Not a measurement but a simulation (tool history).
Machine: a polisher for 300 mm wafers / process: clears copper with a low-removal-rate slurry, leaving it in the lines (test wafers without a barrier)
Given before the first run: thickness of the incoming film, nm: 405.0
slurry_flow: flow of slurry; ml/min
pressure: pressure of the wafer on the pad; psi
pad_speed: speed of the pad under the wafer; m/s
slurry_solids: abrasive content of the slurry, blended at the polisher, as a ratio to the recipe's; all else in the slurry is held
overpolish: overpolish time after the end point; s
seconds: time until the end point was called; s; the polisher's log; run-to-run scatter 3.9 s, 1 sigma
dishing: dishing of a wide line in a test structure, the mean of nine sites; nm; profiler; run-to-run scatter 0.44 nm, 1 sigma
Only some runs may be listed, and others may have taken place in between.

run  hour  slurry_flow  pressure  pad_speed  slurry_solids  overpolish  seconds  dishing
  1     0          300         3       1.38              1          29    108.7   31.072
  2   6.4          300         3       1.22              1          29   127.67   29.547
  3  11.2          300         3       1.22              1          35   122.35   31.925
  4  13.5          305       2.8       1.18              1          31   136.94   29.774
  5  19.6          245       2.8       1.18              1          31   140.64   30.789
  6  25.9          275       2.6       1.14              1          28   154.22    28.43
  7  33.5          360       1.8       1.02              1          14   235.13   15.472

What does the tool deliver on the next run?
  8  37.4          360       1.8       1.02              1          14        ?        ?

{"run 8": {"seconds": 234.43, "dishing": 15.644}}
